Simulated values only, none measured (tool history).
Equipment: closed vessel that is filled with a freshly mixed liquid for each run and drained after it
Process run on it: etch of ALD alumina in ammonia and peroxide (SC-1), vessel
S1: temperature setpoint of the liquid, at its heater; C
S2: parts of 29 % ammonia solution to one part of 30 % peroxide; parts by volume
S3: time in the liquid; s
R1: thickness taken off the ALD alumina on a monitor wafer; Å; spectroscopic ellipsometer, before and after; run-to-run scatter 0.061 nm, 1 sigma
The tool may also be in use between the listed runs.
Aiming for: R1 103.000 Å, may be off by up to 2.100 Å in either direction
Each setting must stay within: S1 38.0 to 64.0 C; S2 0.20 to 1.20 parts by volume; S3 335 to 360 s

run	hour	S1	S2	S3	R1
1	0.0	48.0	0.80	335	136.490
2	3.8	47.0	0.80	335	129.060
3	6.7	40.5	0.80	335	88.580
4	14.1	38.0	0.80	335	76.686
5	22.9	39.0	0.80	335	80.489
6	25.4	39.5	0.80	335	83.203
7	29.9	40.0	0.80	335	85.986
8	37.8	40.5	0.80	335	88.994
9	43.4	41.0	0.80	335	90.362
10	45.3	41.5	0.80	335	93.527
11	49.7	42.0	0.80	335	95.846
12	54.6	42.5	0.80	335	99.562

Of the 5 settings listed for the next run, only one would bring every result within its allowed miss of target. Which one?
A	59.5	42.5	0.85	360	?
B	59.5	42.0	0.70	360	?
C	59.5	42.0	1.15	360	?
D	59.5	43.5	1.00	335	?
E	59.5	45.0	0.35	340	?

move	R1
A	107.660
B	102.650
C	107.650
D	107.800
E	107.850
A: moves the result that the last run missed by most past its target, out the other side
B: meets every target
C: moves the result that the last run missed by most past its target, out the other side
D: moves the result that the last run missed by most past its target, out the other side
E: moves the result that the last run missed by most past its target, out the other side
So the answer is move B, the one that meets all the targets.
